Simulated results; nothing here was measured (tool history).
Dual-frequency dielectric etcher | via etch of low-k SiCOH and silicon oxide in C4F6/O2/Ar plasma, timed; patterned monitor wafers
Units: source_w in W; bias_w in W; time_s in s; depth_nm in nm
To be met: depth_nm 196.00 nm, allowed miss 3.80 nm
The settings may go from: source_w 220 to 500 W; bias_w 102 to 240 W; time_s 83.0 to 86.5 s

{"run": 1, "hour": 0.0, "source_w": 360, "bias_w": 171, "time_s": 83.0, "depth_nm": 217.61}
{"run": 2, "hour": 6.0, "source_w": 360, "bias_w": 171, "time_s": 83.0, "depth_nm": 216.61}
{"run": 3, "hour": 7.7, "source_w": 330, "bias_w": 168, "time_s": 83.0, "depth_nm": 209.9}
{"run": 4, "hour": 15.5, "source_w": 330, "bias_w": 168, "time_s": 83.0, "depth_nm": 209.56}
{"run": 5, "hour": 23.6, "source_w": 330, "bias_w": 197, "time_s": 83.0, "depth_nm": 220.33}
{"run": 6, "hour": 32.1, "source_w": 300, "bias_w": 193, "time_s": 83.0, "depth_nm": 211.22}
{"run": 7, "hour": 36.9, "source_w": 280, "bias_w": 191, "time_s": 83.0, "depth_nm": 206.83}
{"run": 8, "hour": 43.1, "source_w": 270, "bias_w": 189, "time_s": 83.0, "depth_nm": 200.32}

Which of these 5 next moves meets every target?
{"run": "A", "hour": 49.3, "source_w": 280, "bias_w": 199, "time_s": 83.0, "depth_nm": "?"}
{"run": "B", "hour": 49.3, "source_w": 280, "bias_w": 162, "time_s": 84.0, "depth_nm": "?"}
{"run": "C", "hour": 49.3, "source_w": 280, "bias_w": 191, "time_s": 83.5, "depth_nm": "?"}
{"run": "D", "hour": 49.3, "source_w": 260, "bias_w": 188, "time_s": 86.0, "depth_nm": "?"}
{"run": "E", "hour": 49.3, "source_w": 270, "bias_w": 207, "time_s": 83.0, "depth_nm": "?"}

move=A depth_nm=208.05
move=B depth_nm=195.34
move=C depth_nm=206.17
move=D depth_nm=204.59
move=E depth_nm=207.90
A: further off than the last run
B: meets every target
C: further off than the last run
D: further off than the last run
E: further off than the last run
Move B is the one to make.
